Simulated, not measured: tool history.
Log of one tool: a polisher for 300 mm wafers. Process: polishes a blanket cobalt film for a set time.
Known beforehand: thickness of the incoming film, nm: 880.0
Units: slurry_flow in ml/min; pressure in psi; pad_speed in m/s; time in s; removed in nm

Run 1, hour 0.0: slurry_flow 155 ml/min, pressure 1.5 psi, pad_speed 0.86 m/s, time 43 s. Result: removed 139.010 nm.
Run 2, hour 3.5: slurry_flow 165 ml/min, pressure 1.6 psi, pad_speed 0.86 m/s, time 43 s. Result: removed 148.420 nm.
Run 3, hour 10.8: slurry_flow 165 ml/min, pressure 1.6 psi, pad_speed 0.72 m/s, time 43 s. Result: removed 128.750 nm.
Run 4, hour 13.4: slurry_flow 165 ml/min, pressure 1.6 psi, pad_speed 0.64 m/s, time 43 s. Result: removed 119.260 nm.
Run 5, hour 18.2: slurry_flow 165 ml/min, pressure 1.6 psi, pad_speed 0.50 m/s, time 43 s. Result: removed 96.596 nm.
Run 6, hour 25.7: slurry_flow 180 ml/min, pressure 1.8 psi, pad_speed 0.52 m/s, time 43 s. Result: removed 111.870 nm.
Run 7, hour 32.4: slurry_flow 180 ml/min, pressure 1.9 psi, pad_speed 0.58 m/s, time 43 s. Result: removed 131.190 nm.
Run 8, hour 36.7: slurry_flow 180 ml/min, pressure 2.0 psi, pad_speed 0.60 m/s, time 43 s. Result: removed 137.490 nm.
Run 9, hour 44.5: slurry_flow 180 ml/min, pressure 2.0 psi, pad_speed 0.60 m/s, time 43 s. Result: removed 140.010 nm.
Run 10, hour 51.6: slurry_flow 185 ml/min, pressure 2.1 psi, pad_speed 0.62 m/s, time 43 s. Result: removed 150.760 nm.

For run 11, what comes out?
Run 11, hour 55.3: slurry_flow 190 ml/min, pressure 2.2 psi, pad_speed 0.64 m/s, time 43 s. Result: removed ?.

For run 11 the tool returned removed 161.480 nm.
